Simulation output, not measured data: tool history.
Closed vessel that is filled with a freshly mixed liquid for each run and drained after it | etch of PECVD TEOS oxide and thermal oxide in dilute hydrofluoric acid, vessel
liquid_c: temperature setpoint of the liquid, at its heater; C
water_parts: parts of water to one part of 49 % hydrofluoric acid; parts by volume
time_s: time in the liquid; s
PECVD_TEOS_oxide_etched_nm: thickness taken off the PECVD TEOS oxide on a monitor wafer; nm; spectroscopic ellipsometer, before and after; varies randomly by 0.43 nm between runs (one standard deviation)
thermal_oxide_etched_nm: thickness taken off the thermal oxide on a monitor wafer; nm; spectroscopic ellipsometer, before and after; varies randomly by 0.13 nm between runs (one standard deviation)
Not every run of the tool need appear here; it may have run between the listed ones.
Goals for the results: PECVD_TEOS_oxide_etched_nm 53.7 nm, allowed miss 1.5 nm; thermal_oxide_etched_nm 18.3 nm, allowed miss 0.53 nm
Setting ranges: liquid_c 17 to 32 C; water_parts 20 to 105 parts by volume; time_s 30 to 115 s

Run 1, day 0: liquid_c 24 C, water_parts 55 parts by volume, time_s 60 s. Result: PECVD_TEOS_oxide_etched_nm 15.952 nm, thermal_oxide_etched_nm 5.451 nm.
Run 2, day 0.179: liquid_c 23 C, water_parts 55 parts by volume, time_s 60 s. Result: PECVD_TEOS_oxide_etched_nm 15.348 nm, thermal_oxide_etched_nm 5.2927 nm.
Run 3, day 0.438: liquid_c 24.5 C, water_parts 50 parts by volume, time_s 65 s. Result: PECVD_TEOS_oxide_etched_nm 19.694 nm, thermal_oxide_etched_nm 6.6175 nm.
Run 4, day 0.662: liquid_c 21 C, water_parts 50 parts by volume, time_s 65 s. Result: PECVD_TEOS_oxide_etched_nm 17.068 nm, thermal_oxide_etched_nm 5.8216 nm.
Run 5, day 1.038: liquid_c 23 C, water_parts 45 parts by volume, time_s 65 s. Result: PECVD_TEOS_oxide_etched_nm 20.829 nm, thermal_oxide_etched_nm 7.1003 nm.
Run 6, day 1.338: liquid_c 25 C, water_parts 40 parts by volume, time_s 65 s. Result: PECVD_TEOS_oxide_etched_nm 25.667 nm, thermal_oxide_etched_nm 8.6132 nm.
Run 7, day 1.429: liquid_c 26.5 C, water_parts 35 parts by volume, time_s 65 s. Result: PECVD_TEOS_oxide_etched_nm 30.79 nm, thermal_oxide_etched_nm 10.601 nm.
Run 8, day 1.533: liquid_c 27.5 C, water_parts 30 parts by volume, time_s 65 s. Result: PECVD_TEOS_oxide_etched_nm 37.741 nm, thermal_oxide_etched_nm 12.955 nm.
Run 9, day 1.758: liquid_c 28.5 C, water_parts 30 parts by volume, time_s 65 s. Result: PECVD_TEOS_oxide_etched_nm 39.776 nm, thermal_oxide_etched_nm 13.663 nm.
Run 10, day 2.088: liquid_c 29 C, water_parts 30 parts by volume, time_s 65 s. Result: PECVD_TEOS_oxide_etched_nm 41.033 nm, thermal_oxide_etched_nm 13.844 nm.
Run 11, day 2.296: liquid_c 31.5 C, water_parts 20 parts by volume, time_s 65 s. Result: PECVD_TEOS_oxide_etched_nm 68.914 nm, thermal_oxide_etched_nm 23.416 nm.
Run 12, day 2.358: liquid_c 31 C, water_parts 20 parts by volume, time_s 65 s. Result: PECVD_TEOS_oxide_etched_nm 67.413 nm, thermal_oxide_etched_nm 22.845 nm.
Run 13, day 2.442: liquid_c 30.5 C, water_parts 20 parts by volume, time_s 65 s. Result: PECVD_TEOS_oxide_etched_nm 65.699 nm, thermal_oxide_etched_nm 22.336 nm.
Run 14, day 2.504: liquid_c 30 C, water_parts 20 parts by volume, time_s 65 s. Result: PECVD_TEOS_oxide_etched_nm 64.427 nm, thermal_oxide_etched_nm 21.811 nm.
Run 15, day 2.55: liquid_c 29.5 C, water_parts 20 parts by volume, time_s 65 s. Result: PECVD_TEOS_oxide_etched_nm 63.052 nm, thermal_oxide_etched_nm 21.305 nm.
Run 16, day 2.904: liquid_c 29 C, water_parts 20 parts by volume, time_s 65 s. Result: PECVD_TEOS_oxide_etched_nm 61.612 nm, thermal_oxide_etched_nm 21.249 nm.
Run 17, day 3.204: liquid_c 28.5 C, water_parts 20 parts by volume, time_s 65 s. Result: PECVD_TEOS_oxide_etched_nm 60.93 nm, thermal_oxide_etched_nm 20.643 nm.
Run 18, day 3.438: liquid_c 28 C, water_parts 20 parts by volume, time_s 65 s. Result: PECVD_TEOS_oxide_etched_nm 59.062 nm, thermal_oxide_etched_nm 20.272 nm.
Run 19, day 3.738: liquid_c 27.5 C, water_parts 20 parts by volume, time_s 65 s. Result: PECVD_TEOS_oxide_etched_nm 58.332 nm, thermal_oxide_etched_nm 19.756 nm.

5 next moves are on the table. One of them brings every result within its allowed miss. Which?
Run A, day 4.038: liquid_c 24 C, water_parts 20 parts by volume, time_s 65 s. Result: PECVD_TEOS_oxide_etched_nm ?, thermal_oxide_etched_nm ?.
Run B, day 4.038: liquid_c 32 C, water_parts 20 parts by volume, time_s 50 s. Result: PECVD_TEOS_oxide_etched_nm ?, thermal_oxide_etched_nm ?.
Run C, day 4.038: liquid_c 29.5 C, water_parts 25 parts by volume, time_s 65 s. Result: PECVD_TEOS_oxide_etched_nm ?, thermal_oxide_etched_nm ?.
Run D, day 4.038: liquid_c 30 C, water_parts 20 parts by volume, time_s 50 s. Result: PECVD_TEOS_oxide_etched_nm ?, thermal_oxide_etched_nm ?.
Run E, day 4.038: liquid_c 28 C, water_parts 25 parts by volume, time_s 70 s. Result: PECVD_TEOS_oxide_etched_nm ?, thermal_oxide_etched_nm ?.

move  PECVD_TEOS_oxide_etched_nm  thermal_oxide_etched_nm
   A                      50.119                   17.162
   B                      53.542                   18.334
   C                      49.952                   17.105
   D                      49.407                   16.918
   E                      50.616                   17.332
A: takes the result that was furthest off past its target
B: hits every target within its allowed miss
C: takes the result that was furthest off past its target
D: takes the result that was furthest off past its target
E: takes the result that was furthest off past its target
So the answer is move B, the one that meets all the targets.

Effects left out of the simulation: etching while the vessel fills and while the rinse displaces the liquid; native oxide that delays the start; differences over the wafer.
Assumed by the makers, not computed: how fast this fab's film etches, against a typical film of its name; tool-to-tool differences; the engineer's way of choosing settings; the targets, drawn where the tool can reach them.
